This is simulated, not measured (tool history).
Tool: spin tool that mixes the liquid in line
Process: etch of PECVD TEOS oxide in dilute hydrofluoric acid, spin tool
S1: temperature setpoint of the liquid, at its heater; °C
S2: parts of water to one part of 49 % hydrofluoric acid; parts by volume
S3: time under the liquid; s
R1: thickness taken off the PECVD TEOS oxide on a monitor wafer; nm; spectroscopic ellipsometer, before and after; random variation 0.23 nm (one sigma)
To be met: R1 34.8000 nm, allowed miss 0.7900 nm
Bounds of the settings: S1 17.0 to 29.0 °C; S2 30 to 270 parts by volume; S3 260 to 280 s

run 1 hour=0.0 | S1=21.0 S2=150 S3=260 | R1=14.9810
run 2 hour=8.7 | S1=21.0 S2=150 S3=260 | R1=15.0700
run 3 hour=15.1 | S1=21.0 S2=190 S3=260 | R1=11.3420
run 4 hour=21.7 | S1=21.0 S2=190 S3=260 | R1=11.3620
run 5 hour=27.0 | S1=21.0 S2=225 S3=260 | R1=9.2502
run 6 hour=35.8 | S1=23.0 S2=180 S3=260 | R1=13.0620
run 7 hour=43.3 | S1=24.5 S2=145 S3=260 | R1=17.8760
run 8 hour=48.7 | S1=25.5 S2=125 S3=260 | R1=22.4910
run 9 hour=57.2 | S1=26.5 S2=115 S3=260 | R1=25.6570
run 10 hour=64.0 | S1=27.0 S2=110 S3=260 | R1=27.3750
run 11 hour=67.7 | S1=27.0 S2=110 S3=260 | R1=27.0060
run 12 hour=68.9 | S1=27.5 S2=105 S3=260 | R1=29.3360
run 13 hour=77.6 | S1=28.0 S2=100 S3=260 | R1=30.9910
run 14 hour=80.4 | S1=28.5 S2=95 S3=260 | R1=34.0590

5 next moves are on the table. One of them brings every result within its allowed miss. Which?
run A hour=83.2 | S1=24.5 S2=85 S3=260 | R1=?
run B hour=83.2 | S1=26.0 S2=90 S3=260 | R1=?
run C hour=83.2 | S1=27.0 S2=95 S3=260 | R1=?
run D hour=83.2 | S1=28.5 S2=95 S3=265 | R1=?
run E hour=83.2 | S1=26.5 S2=90 S3=260 | R1=?

move=A R1=32.4640
move=B R1=32.3250
move=C R1=31.6310
move=D R1=34.1530
move=E R1=32.9640
A: further off than the last run
B: further off than the last run
C: further off than the last run
D: meets every target
E: further off than the last run
Move D is the one to make.
